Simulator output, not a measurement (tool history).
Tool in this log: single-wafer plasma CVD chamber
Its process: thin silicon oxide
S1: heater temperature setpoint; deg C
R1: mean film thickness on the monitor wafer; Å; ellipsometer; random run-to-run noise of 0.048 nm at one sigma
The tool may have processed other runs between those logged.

{"run": 1, "hour": 0.0, "S1": 380, "chamber pressure (Pa)": 122.4, "RF power (W)": 255, "deposition time (s)": 4.14, "R1": 79.251}
{"run": 2, "hour": 5.3, "S1": 380, "chamber pressure (Pa)": 122.4, "RF power (W)": 255, "deposition time (s)": 4.14, "R1": 78.16}
{"run": 3, "hour": 10.0, "S1": 380, "chamber pressure (Pa)": 122.4, "RF power (W)": 225, "deposition time (s)": 4.14, "R1": 73.708}
{"run": 4, "hour": 12.9, "S1": 380, "chamber pressure (Pa)": 134.4, "RF power (W)": 225, "deposition time (s)": 4.14, "R1": 79.408}
{"run": 5, "hour": 17.0, "S1": 380, "chamber pressure (Pa)": 120.9, "RF power (W)": 225, "deposition time (s)": 4.14, "R1": 73.084}
{"run": 6, "hour": 25.7, "S1": 380, "chamber pressure (Pa)": 133.3, "RF power (W)": 230, "deposition time (s)": 4.14, "R1": 80.29}
{"run": 7, "hour": 33.7, "S1": 380, "chamber pressure (Pa)": 142.3, "RF power (W)": 230, "deposition time (s)": 4.14, "R1": 83.432}
{"run": 8, "hour": 35.1, "S1": 380, "chamber pressure (Pa)": 142.3, "RF power (W)": 230, "deposition time (s)": 4.14, "R1": 83.817}

The next listed run, before its measurement:
{"run": 9, "hour": 37.1, "S1": 380, "chamber pressure (Pa)": 149.3, "RF power (W)": 235, "deposition time (s)": 4.14, "R1": "?"}

{"run 9": {"R1": 87.185}}
